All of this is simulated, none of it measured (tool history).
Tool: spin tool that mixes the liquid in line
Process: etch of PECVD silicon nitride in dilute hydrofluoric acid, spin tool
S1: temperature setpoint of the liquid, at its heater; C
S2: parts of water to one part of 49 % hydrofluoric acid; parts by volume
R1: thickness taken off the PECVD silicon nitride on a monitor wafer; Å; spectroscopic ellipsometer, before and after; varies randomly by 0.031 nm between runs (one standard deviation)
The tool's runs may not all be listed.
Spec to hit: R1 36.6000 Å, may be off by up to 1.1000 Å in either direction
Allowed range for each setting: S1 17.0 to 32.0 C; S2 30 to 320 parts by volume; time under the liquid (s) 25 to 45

Run 1, hour 0.0: S1 24.0 C, S2 175 parts by volume, time under the liquid (s) 45. Result: R1 13.0160 Å.
Run 2, hour 8.9: S1 26.0 C, S2 150 parts by volume, time under the liquid (s) 45. Result: R1 17.0430 Å.
Run 3, hour 14.7: S1 26.0 C, S2 210 parts by volume, time under the liquid (s) 45. Result: R1 12.2770 Å.
Run 4, hour 21.3: S1 26.0 C, S2 210 parts by volume, time under the liquid (s) 45. Result: R1 12.2320 Å.
Run 5, hour 22.9: S1 23.0 C, S2 210 parts by volume, time under the liquid (s) 45. Result: R1 10.2260 Å.
Run 6, hour 31.4: S1 20.0 C, S2 210 parts by volume, time under the liquid (s) 45. Result: R1 8.4735 Å.
Run 7, hour 39.7: S1 23.0 C, S2 175 parts by volume, time under the liquid (s) 45. Result: R1 12.0690 Å.
Run 8, hour 41.9: S1 25.5 C, S2 150 parts by volume, time under the liquid (s) 45. Result: R1 16.5590 Å.
At hour 43.6: hydrofluoric acid flow meter replaced.
Run 9, hour 43.6: S1 27.0 C, S2 130 parts by volume, time under the liquid (s) 45. Result: R1 19.7530 Å.
Run 10, hour 45.9: S1 28.0 C, S2 115 parts by volume, time under the liquid (s) 45. Result: R1 23.7830 Å.
Run 11, hour 50.7: S1 29.0 C, S2 105 parts by volume, time under the liquid (s) 45. Result: R1 27.7500 Å.
Run 12, hour 56.3: S1 29.5 C, S2 100 parts by volume, time under the liquid (s) 45. Result: R1 30.4100 Å.
Run 13, hour 59.6: S1 29.5 C, S2 100 parts by volume, time under the liquid (s) 45. Result: R1 30.4100 Å.
Run 14, hour 67.4: S1 30.0 C, S2 100 parts by volume, time under the liquid (s) 45. Result: R1 31.3240 Å.

Of the 5 settings listed for the next run, only one would bring every result within its allowed miss of target. Which one?
Run A, hour 75.2: S1 28.5 C, S2 100 parts by volume, time under the liquid (s) 45. Result: R1 ?.
Run B, hour 75.2: S1 30.0 C, S2 80 parts by volume, time under the liquid (s) 45. Result: R1 ?.
Run C, hour 75.2: S1 32.0 C, S2 85 parts by volume, time under the liquid (s) 40. Result: R1 ?.
Run D, hour 75.2: S1 29.5 C, S2 125 parts by volume, time under the liquid (s) 45. Result: R1 ?.
Run E, hour 75.2: S1 32.0 C, S2 90 parts by volume, time under the liquid (s) 45. Result: R1 ?.

move       R1
   A  28.7440
   B  39.5270
   C  37.4860
   D  24.4620
   E  39.8090
A: the biggest miss grows against the last run
B: moves the result that the last run missed by most past its target, out the other side
C: each result inside its tolerance
D: the biggest miss grows against the last run
E: moves the result that the last run missed by most past its target, out the other side
The right move is C.
